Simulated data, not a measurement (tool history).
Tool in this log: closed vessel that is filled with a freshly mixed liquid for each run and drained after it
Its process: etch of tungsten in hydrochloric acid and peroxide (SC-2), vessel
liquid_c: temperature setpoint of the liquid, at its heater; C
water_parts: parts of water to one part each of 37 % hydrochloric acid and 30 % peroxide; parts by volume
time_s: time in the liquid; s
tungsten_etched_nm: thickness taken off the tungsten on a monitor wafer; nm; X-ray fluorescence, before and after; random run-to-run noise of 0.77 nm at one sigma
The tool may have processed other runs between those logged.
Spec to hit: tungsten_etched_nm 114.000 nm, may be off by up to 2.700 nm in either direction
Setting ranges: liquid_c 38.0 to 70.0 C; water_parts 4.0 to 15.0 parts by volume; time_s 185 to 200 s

run 1 hour=0.0 | liquid_c=54.0 water_parts=8.5 time_s=185 | tungsten_etched_nm=68.666
run 2 hour=1.7 | liquid_c=55.0 water_parts=8.5 time_s=185 | tungsten_etched_nm=73.273
run 3 hour=4.7 | liquid_c=55.0 water_parts=11.5 time_s=185 | tungsten_etched_nm=57.684
run 4 hour=11.2 | liquid_c=48.5 water_parts=11.5 time_s=185 | tungsten_etched_nm=37.481
run 5 hour=14.0 | liquid_c=50.5 water_parts=11.5 time_s=185 | tungsten_etched_nm=42.795
run 6 hour=19.6 | liquid_c=52.5 water_parts=11.5 time_s=185 | tungsten_etched_nm=48.952
run 7 hour=23.7 | liquid_c=54.0 water_parts=11.5 time_s=185 | tungsten_etched_nm=53.340
run 8 hour=29.3 | liquid_c=62.0 water_parts=11.5 time_s=185 | tungsten_etched_nm=89.273
run 9 hour=30.9 | liquid_c=62.5 water_parts=11.5 time_s=185 | tungsten_etched_nm=92.229
run 10 hour=36.7 | liquid_c=63.0 water_parts=11.5 time_s=185 | tungsten_etched_nm=95.461
run 11 hour=42.4 | liquid_c=63.5 water_parts=11.5 time_s=185 | tungsten_etched_nm=97.408
run 12 hour=45.0 | liquid_c=64.0 water_parts=11.5 time_s=185 | tungsten_etched_nm=99.508

Next run, 4 choices. One meets every target within its allowed miss, the rest don't. Which?
run A hour=47.6 | liquid_c=64.5 water_parts=11.0 time_s=185 | tungsten_etched_nm=?
run B hour=47.6 | liquid_c=64.0 water_parts=11.0 time_s=200 | tungsten_etched_nm=?
run C hour=47.6 | liquid_c=62.5 water_parts=12.0 time_s=185 | tungsten_etched_nm=?
run D hour=47.6 | liquid_c=62.5 water_parts=13.0 time_s=185 | tungsten_etched_nm=?

move=A tungsten_etched_nm=108.970
move=B tungsten_etched_nm=114.250
move=C tungsten_etched_nm=89.484
move=D tungsten_etched_nm=83.518
A: nearer the targets than the last run, but a result is still out of spec
B: all results land within tolerance of their targets
C: its largest miss is bigger than the last run's
D: its largest miss is bigger than the last run's
The move that meets every target is B.

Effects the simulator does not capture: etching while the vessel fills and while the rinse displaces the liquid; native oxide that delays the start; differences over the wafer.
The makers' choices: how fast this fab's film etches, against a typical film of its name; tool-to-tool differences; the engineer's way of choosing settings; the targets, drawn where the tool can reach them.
